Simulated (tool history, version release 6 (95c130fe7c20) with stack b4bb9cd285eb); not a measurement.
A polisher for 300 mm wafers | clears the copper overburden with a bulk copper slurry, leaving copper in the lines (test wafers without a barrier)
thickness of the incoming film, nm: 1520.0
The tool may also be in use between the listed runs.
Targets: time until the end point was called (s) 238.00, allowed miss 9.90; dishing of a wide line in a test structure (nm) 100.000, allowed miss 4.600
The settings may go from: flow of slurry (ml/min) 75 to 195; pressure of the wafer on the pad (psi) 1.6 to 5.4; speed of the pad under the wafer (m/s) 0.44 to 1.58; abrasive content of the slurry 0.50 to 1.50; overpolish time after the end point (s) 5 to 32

run	hour	flow of slurry (ml/min)	pressure of the wafer on the pad (psi)	speed of the pad under the wafer (m/s)	abrasive content of the slurry	overpolish time after the end point (s)	time until the end point was called (s)	dishing of a wide line in a test structure (nm)
1	0.0	125	3.5	1.00	1.00	16	141.24	95.137
2	7.9	125	3.5	0.92	1.00	16	150.97	93.618
3	15.6	125	3.3	0.90	1.00	18	165.87	97.702
4	21.3	125	3.3	1.06	1.00	18	144.02	106.920
5	22.7	155	3.3	1.06	1.00	18	135.92	105.180
6	30.7	155	3.0	1.06	1.00	18	149.08	99.622
# hour 38.2: worn pad replaced by a new one
7	38.2	150	2.7	1.06	1.00	19	157.93	102.470
8	44.7	145	2.5	1.04	1.00	20	172.02	95.906
9	51.5	140	2.3	1.02	1.00	21	185.86	93.892
10	58.3	135	2.2	1.02	1.00	22	196.61	92.949

Which of these 5 next moves meets every target?
A	65.1	135	2.7	0.76	0.80	27	?	?
B	65.1	145	1.7	0.92	0.95	30	?	?
C	65.1	145	2.3	1.14	1.00	22	?	?
D	65.1	120	1.8	1.08	0.80	31	?	?
E	65.1	140	2.2	0.74	0.95	32	?	?

move	time until the end point was called (s)	dishing of a wide line in a test structure (nm)
A	225.11	100.740
B	270.13	90.020
C	173.25	102.080
D	241.15	98.972
E	263.55	98.704
A: nearer than the last run, and not there yet
B: takes the result that was furthest off past its target
C: further off than the last run
D: meets every target
E: takes the result that was furthest off past its target
Move D is the one to make.

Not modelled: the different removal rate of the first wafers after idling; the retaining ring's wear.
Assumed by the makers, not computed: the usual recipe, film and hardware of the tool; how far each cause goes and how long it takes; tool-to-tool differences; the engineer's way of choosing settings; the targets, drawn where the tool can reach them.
